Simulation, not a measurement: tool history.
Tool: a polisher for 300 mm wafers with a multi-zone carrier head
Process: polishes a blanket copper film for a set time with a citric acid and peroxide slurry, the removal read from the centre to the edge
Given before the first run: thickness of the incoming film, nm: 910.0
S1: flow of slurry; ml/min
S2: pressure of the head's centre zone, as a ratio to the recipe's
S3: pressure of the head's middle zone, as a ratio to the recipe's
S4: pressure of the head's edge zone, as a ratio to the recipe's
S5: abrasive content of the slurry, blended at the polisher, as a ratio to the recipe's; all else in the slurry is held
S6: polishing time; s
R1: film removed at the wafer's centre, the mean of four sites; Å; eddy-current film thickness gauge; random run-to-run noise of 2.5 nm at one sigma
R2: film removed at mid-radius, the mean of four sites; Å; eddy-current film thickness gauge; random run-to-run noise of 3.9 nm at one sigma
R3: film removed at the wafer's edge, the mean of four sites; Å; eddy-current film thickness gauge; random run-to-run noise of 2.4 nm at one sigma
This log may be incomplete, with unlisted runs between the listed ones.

run 1 day=0 | S1=305 S2=1 S3=1 S4=1 S5=1 S6=74 | R1=2832.2 R2=2720.2 R3=2748
run 2 day=0.196 | S1=305 S2=1 S3=0.99 S4=1.02 S5=1.05 S6=75 | R1=2913.9 R2=2784.4 R3=2801.6
run 3 day=0.429 | S1=305 S2=1 S3=1.06 S4=1.02 S5=1.05 S6=75 | R1=2903.1 R2=3040.5 R3=2812.5
run 4 day=0.604 | S1=305 S2=1 S3=1 S4=1.02 S5=1.05 S6=75 | R1=2908.5 R2=2830.8 R3=2871.6
run 5 day=0.667 | S1=305 S2=1 S3=0.94 S4=1.02 S5=1.05 S6=75 | R1=2902.8 R2=2722.6 R3=2825.4
run 6 day=0.904 | S1=305 S2=1 S3=0.94 S4=1.02 S5=1.1 S6=75 | R1=2961.5 R2=2732 R3=2874.3

For run 7, what comes out?
run 7 day=1.279 | S1=305 S2=1 S3=0.93 S4=1.04 S5=1.15 S6=76 | R1=? R2=? R3=?

Run 7 produced R1 3031.5 Å, R2 2751.8 Å, R3 2927.3 Å.

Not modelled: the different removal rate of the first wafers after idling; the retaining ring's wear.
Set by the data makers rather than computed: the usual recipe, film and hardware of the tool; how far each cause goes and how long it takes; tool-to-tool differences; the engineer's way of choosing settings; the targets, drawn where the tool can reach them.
